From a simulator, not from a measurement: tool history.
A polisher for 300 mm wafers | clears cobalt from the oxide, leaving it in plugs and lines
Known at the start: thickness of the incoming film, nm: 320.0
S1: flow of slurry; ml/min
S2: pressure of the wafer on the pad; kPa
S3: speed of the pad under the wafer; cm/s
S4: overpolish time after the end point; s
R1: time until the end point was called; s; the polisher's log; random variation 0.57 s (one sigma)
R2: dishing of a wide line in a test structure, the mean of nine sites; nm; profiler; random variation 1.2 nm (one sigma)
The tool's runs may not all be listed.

run	hour	S1	S2	S3	S4	R1	R2
1	0	315	11	104	15	64.496	45.363
2	4.7	315	11	104	12	63.105	38.443
3	13.1	315	11	104	6	63.657	21.555
4	18.8	315	11.7	108	8	58.424	29.588
5	27.7	285	11.7	108	8	59.813	29.566
# hour 31.4: slurry nozzle cleaned
6	31.4	275	12.4	112	9	54.621	35.62
7	38.7	265	13.1	114	10	52.569	39.282
8	41.8	260	13.8	116	11	47.978	43.809
9	44.5	255	14.5	118	12	45.768	48.66
10	51.6	250	14.5	120	13	44.644	52.584
11	58.7	245	15.2	120	14	44.167	54.821
12	61.1	240	15.2	122	15	42.206	58.064
13	64.7	240	15.2	122	16	42.88	58.565
14	69.7	245	15.2	122	17	43.236	61.191
15	71.4	245	15.9	122	18	40.298	62.849

Run 16 comes next. What will it give?
16	78.5	235	15.9	124	18	?	?

Run 16 gave R1 39.828 s, R2 64.706 nm.
